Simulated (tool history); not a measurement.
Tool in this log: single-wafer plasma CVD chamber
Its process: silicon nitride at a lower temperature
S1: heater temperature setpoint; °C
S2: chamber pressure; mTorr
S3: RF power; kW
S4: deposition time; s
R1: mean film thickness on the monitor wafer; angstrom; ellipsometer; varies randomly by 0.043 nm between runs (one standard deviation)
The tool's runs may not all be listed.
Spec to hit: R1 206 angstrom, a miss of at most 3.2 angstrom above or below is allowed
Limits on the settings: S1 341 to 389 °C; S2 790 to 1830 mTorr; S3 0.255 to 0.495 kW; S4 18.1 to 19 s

run,day,S1,S2,S3,S4,R1
1,0,365,1310,0.375,19,244.65
2,0.142,355,1310,0.375,19,244.53
3,0.383,355,1210,0.365,19,233.89
4,0.733,355,1210,0.32,19,215.7
5,1.042,355,1170,0.32,19,212.36
6,1.238,355,1170,0.35,19,224.17
7,1.262,355,1110,0.35,19,219.48
8,1.35,355,1070,0.35,19,215.06
9,1.425,355,1050,0.35,19,213.26
10,1.754,355,1030,0.35,19,211.5
11,1.871,355,1020,0.35,19,210.26
12,2.142,355,1010,0.35,19,209.91

Consider the 4 candidate settings below. Which is the only one whose results all fall within their allowed miss of target?
A,2.412,363,990,0.325,19,?
B,2.412,346,1040,0.345,19,?
C,2.412,354,1100,0.325,18.8,?
D,2.412,353,1040,0.335,18.4,?

move,R1
A,197.22
B,211.5
C,206.8
D,200.69
A: takes the result that was furthest off past its target
B: further off than the last run
C: all results in spec
D: takes the result that was furthest off past its target
Answer: C

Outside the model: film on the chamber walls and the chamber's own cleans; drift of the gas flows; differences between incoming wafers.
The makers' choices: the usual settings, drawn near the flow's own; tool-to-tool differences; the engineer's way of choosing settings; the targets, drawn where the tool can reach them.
